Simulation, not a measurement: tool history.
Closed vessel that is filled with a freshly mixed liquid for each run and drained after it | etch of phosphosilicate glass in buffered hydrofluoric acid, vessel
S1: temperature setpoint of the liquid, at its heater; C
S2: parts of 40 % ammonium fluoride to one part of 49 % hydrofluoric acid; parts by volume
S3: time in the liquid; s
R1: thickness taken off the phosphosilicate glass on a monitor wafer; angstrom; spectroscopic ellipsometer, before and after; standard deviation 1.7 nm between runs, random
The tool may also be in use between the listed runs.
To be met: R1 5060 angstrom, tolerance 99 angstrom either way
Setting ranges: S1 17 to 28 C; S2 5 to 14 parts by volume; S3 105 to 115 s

run  hour    S1   S2   S3      R1
  1     0    20  8.5  105  6232.6
  2   7.2    19  8.5  105  5836.4
  3  12.4    21  8.5  105  6565.6
  4  20.1  19.5  8.5  105  6021.9
  5  29.2  18.5  8.5  105  5686.9
  6  34.4    21  8.5  105  6590.9
  7    43  19.5  8.5  105  6043.3
  8  45.3  18.5  8.5  105  5716.3
  9  49.9    17    9  105  4924.4

Which single option among these 4 for the next run brings every result within its allowed miss of target? Just one does.
  A  54.5  17.5  10.5  110   ?
  B  54.5    17    10  115   ?
  C  54.5  18.5     9  105   ?
  D  54.5    17   9.5  105   ?

move      R1
   A  4739.4
   B  5049.9
   C  5365.7
   D  4762.5
A: further off than the last run
B: every result lands within tolerance
C: moves the result that the last run missed by most past its target, out the other side
D: further off than the last run
The move that meets every target is B.

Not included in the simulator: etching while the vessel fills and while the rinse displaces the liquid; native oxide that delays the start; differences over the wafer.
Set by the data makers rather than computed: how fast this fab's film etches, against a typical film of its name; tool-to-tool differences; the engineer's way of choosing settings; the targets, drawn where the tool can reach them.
